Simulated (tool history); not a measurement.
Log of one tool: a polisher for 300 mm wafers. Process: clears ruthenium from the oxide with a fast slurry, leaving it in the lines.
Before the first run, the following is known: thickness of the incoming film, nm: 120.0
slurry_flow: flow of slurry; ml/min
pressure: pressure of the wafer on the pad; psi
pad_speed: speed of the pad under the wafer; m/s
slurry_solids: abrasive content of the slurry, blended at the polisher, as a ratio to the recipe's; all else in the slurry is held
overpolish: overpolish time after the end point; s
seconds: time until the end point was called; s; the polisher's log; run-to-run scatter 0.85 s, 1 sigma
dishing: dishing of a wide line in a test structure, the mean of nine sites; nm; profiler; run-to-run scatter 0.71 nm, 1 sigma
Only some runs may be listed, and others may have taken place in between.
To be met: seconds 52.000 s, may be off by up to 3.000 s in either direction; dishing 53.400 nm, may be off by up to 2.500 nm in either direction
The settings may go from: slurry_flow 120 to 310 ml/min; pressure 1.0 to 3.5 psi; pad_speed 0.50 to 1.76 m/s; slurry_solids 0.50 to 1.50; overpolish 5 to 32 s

Run 1, hour 0.0: slurry_flow 200 ml/min, pressure 2.2 psi, pad_speed 1.12 m/s, slurry_solids 1.00, overpolish 16 s. Result: seconds 28.201 s, dishing 53.460 nm.
Run 2, hour 2.7: slurry_flow 200 ml/min, pressure 2.1 psi, pad_speed 1.12 m/s, slurry_solids 1.00, overpolish 17 s. Result: seconds 29.203 s, dishing 55.064 nm.
Run 3, hour 7.8: slurry_flow 200 ml/min, pressure 2.0 psi, pad_speed 1.10 m/s, slurry_solids 1.00, overpolish 18 s. Result: seconds 32.063 s, dishing 53.968 nm.
Run 4, hour 14.9: slurry_flow 200 ml/min, pressure 1.9 psi, pad_speed 1.10 m/s, slurry_solids 1.00, overpolish 19 s. Result: seconds 32.967 s, dishing 54.074 nm.
Run 5, hour 22.3: slurry_flow 200 ml/min, pressure 1.8 psi, pad_speed 1.10 m/s, slurry_solids 1.00, overpolish 20 s. Result: seconds 35.368 s, dishing 55.322 nm.
Run 6, hour 23.7: slurry_flow 200 ml/min, pressure 1.8 psi, pad_speed 1.10 m/s, slurry_solids 1.00, overpolish 26 s. Result: seconds 35.715 s, dishing 67.801 nm.
Run 7, hour 30.0: slurry_flow 200 ml/min, pressure 1.7 psi, pad_speed 1.10 m/s, slurry_solids 1.00, overpolish 26 s. Result: seconds 37.128 s, dishing 65.411 nm.
Run 8, hour 31.9: slurry_flow 200 ml/min, pressure 1.6 psi, pad_speed 1.10 m/s, slurry_solids 1.00, overpolish 26 s. Result: seconds 38.981 s, dishing 63.491 nm.
Run 9, hour 35.4: slurry_flow 200 ml/min, pressure 1.5 psi, pad_speed 1.10 m/s, slurry_solids 1.00, overpolish 26 s. Result: seconds 41.369 s, dishing 60.050 nm.

Which one of the following 5 next-run settings gets every result inside its allowed miss? There is exactly one.
Run A, hour 38.9: slurry_flow 160 ml/min, pressure 1.4 psi, pad_speed 1.14 m/s, slurry_solids 1.10, overpolish 29 s. Result: seconds ?, dishing ?.
Run B, hour 38.9: slurry_flow 185 ml/min, pressure 1.7 psi, pad_speed 1.32 m/s, slurry_solids 0.90, overpolish 22 s. Result: seconds ?, dishing ?.
Run C, hour 38.9: slurry_flow 190 ml/min, pressure 1.7 psi, pad_speed 1.14 m/s, slurry_solids 1.10, overpolish 17 s. Result: seconds ?, dishing ?.
Run D, hour 38.9: slurry_flow 180 ml/min, pressure 1.4 psi, pad_speed 1.10 m/s, slurry_solids 1.10, overpolish 25 s. Result: seconds ?, dishing ?.
Run E, hour 38.9: slurry_flow 205 ml/min, pressure 1.4 psi, pad_speed 1.00 m/s, slurry_solids 0.75, overpolish 29 s. Result: seconds ?, dishing ?.

move  seconds  dishing
   A   42.569   64.397
   B   32.343   64.314
   C   34.659   48.440
   D   43.159   56.048
   E   52.854   53.464
A: moves away from the targets compared with the last run
B: moves away from the targets compared with the last run
C: moves away from the targets compared with the last run
D: closes in on the targets versus the last run, not all within tolerance yet
E: every result within its allowed miss
E meets every target.
